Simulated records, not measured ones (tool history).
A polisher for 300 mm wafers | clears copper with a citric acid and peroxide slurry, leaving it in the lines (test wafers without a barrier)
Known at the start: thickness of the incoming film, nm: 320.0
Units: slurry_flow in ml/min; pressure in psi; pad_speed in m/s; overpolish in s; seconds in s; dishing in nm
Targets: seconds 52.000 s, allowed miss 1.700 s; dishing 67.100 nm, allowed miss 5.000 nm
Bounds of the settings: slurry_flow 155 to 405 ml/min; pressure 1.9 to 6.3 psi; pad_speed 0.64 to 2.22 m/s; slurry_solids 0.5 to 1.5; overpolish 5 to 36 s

{"run": 1, "day": 0.0, "slurry_flow": 260, "pressure": 4.1, "pad_speed": 1.42, "slurry_solids": 1.0, "overpolish": 18, "seconds": 85.142, "dishing": 47.088}
{"run": 2, "day": 0.108, "slurry_flow": 260, "pressure": 3.1, "pad_speed": 1.42, "slurry_solids": 1.0, "overpolish": 18, "seconds": 109.31, "dishing": 36.878}
{"run": 3, "day": 0.4, "slurry_flow": 310, "pressure": 3.1, "pad_speed": 1.42, "slurry_solids": 1.0, "overpolish": 18, "seconds": 107.96, "dishing": 39.224}
{"run": 4, "day": 0.596, "slurry_flow": 360, "pressure": 3.1, "pad_speed": 1.42, "slurry_solids": 1.0, "overpolish": 18, "seconds": 107.07, "dishing": 40.08}
{"run": 5, "day": 0.921, "slurry_flow": 360, "pressure": 3.1, "pad_speed": 1.42, "slurry_solids": 0.9, "overpolish": 18, "seconds": 109.65, "dishing": 37.935}
{"run": 6, "day": 1.025, "slurry_flow": 305, "pressure": 3.1, "pad_speed": 1.42, "slurry_solids": 0.9, "overpolish": 18, "seconds": 112.16, "dishing": 36.577}
{"run": 7, "day": 1.3, "slurry_flow": 305, "pressure": 3.5, "pad_speed": 1.42, "slurry_solids": 0.9, "overpolish": 18, "seconds": 100.46, "dishing": 41.448}
{"run": 8, "day": 1.55, "slurry_flow": 310, "pressure": 4.6, "pad_speed": 1.46, "slurry_solids": 0.9, "overpolish": 13, "seconds": 75.411, "dishing": 39.524}

Which of these 4 next moves meets every target?
{"run": "A", "day": 1.8, "slurry_flow": 315, "pressure": 6.3, "pad_speed": 2.04, "slurry_solids": 0.8, "overpolish": 16, "seconds": "?", "dishing": "?"}
{"run": "B", "day": 1.8, "slurry_flow": 315, "pressure": 5.8, "pad_speed": 1.78, "slurry_solids": 0.9, "overpolish": 17, "seconds": "?", "dishing": "?"}
{"run": "C", "day": 1.8, "slurry_flow": 260, "pressure": 5.0, "pad_speed": 1.7, "slurry_solids": 1.1, "overpolish": 16, "seconds": "?", "dishing": "?"}
{"run": "D", "day": 1.8, "slurry_flow": 295, "pressure": 3.7, "pad_speed": 1.06, "slurry_solids": 0.8, "overpolish": 31, "seconds": "?", "dishing": "?"}

move=A seconds=44.528 dishing=72.464
move=B seconds=52.323 dishing=67.186
move=C seconds=60.303 dishing=57.383
move=D seconds=122.450 dishing=54.658
A: takes the result that was furthest off past its target
B: meets every target
C: nearer than the last run, and not there yet
D: further off than the last run
Answer: B
